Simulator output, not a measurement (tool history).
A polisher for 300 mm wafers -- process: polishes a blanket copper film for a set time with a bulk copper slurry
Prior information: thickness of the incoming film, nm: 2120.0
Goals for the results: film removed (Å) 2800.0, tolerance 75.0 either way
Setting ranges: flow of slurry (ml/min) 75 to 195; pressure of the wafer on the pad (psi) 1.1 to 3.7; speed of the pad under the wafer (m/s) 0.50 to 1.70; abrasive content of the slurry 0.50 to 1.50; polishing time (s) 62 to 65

| run | hour | flow of slurry (ml/min) | pressure of the wafer on the pad (psi) | speed of the pad under the wafer (m/s) | abrasive content of the slurry | polishing time (s) | film removed (Å) |
|---|---|---|---|---|---|---|---|
| 1 | 0.0 | 125 | 2.4 | 1.10 | 1.00 | 62 | 5682.7 |
| 2 | 6.9 | 125 | 2.4 | 1.10 | 1.10 | 62 | 5849.2 |
| 3 | 13.0 | 125 | 2.4 | 0.94 | 1.10 | 62 | 5079.1 |
| 4 | 16.0 | 125 | 2.1 | 0.94 | 1.10 | 62 | 4537.7 |
| 5 | 18.7 | 120 | 1.9 | 0.92 | 1.10 | 62 | 3980.9 |
| 6 | 21.5 | 120 | 1.9 | 0.92 | 1.10 | 65 | 4136.2 |
| 7 | 29.3 | 110 | 1.7 | 0.92 | 1.10 | 65 | 3680.8 |
| 8 | 33.7 | 105 | 1.6 | 0.92 | 1.10 | 65 | 3457.4 |
| 9 | 36.5 | 100 | 1.5 | 0.92 | 1.10 | 65 | 3207.9 |
| 10 | 38.6 | 95 | 1.5 | 0.92 | 1.10 | 65 | 3211.4 |
| 11 | 42.5 | 90 | 1.5 | 0.92 | 1.10 | 65 | 3094.0 |
| 12 | 48.9 | 85 | 1.5 | 0.92 | 1.10 | 65 | 3133.9 |

Below are 5 possible settings for the next run. Only one of them brings all results inside the allowed miss of their targets. Which is it?
| A | 55.3 | 115 | 1.7 | 0.68 | 0.95 | 65 | ? |
| B | 55.3 | 115 | 1.6 | 0.92 | 1.30 | 65 | ? |
| C | 55.3 | 100 | 1.3 | 0.98 | 1.10 | 65 | ? |
| D | 55.3 | 100 | 1.6 | 0.94 | 1.15 | 64 | ? |
| E | 55.3 | 95 | 1.4 | 0.98 | 1.10 | 65 | ? |

| move | film removed (Å) |
|---|---|
| A | 2814.0 |
| B | 3685.4 |
| C | 2977.3 |
| D | 3481.8 |
| E | 3157.0 |
A: all results land within tolerance of their targets
B: the biggest miss grows against the last run
C: better than the last run, though not everything is in spec
D: the biggest miss grows against the last run
E: the biggest miss grows against the last run
A is the move that brings every result within its allowed miss.
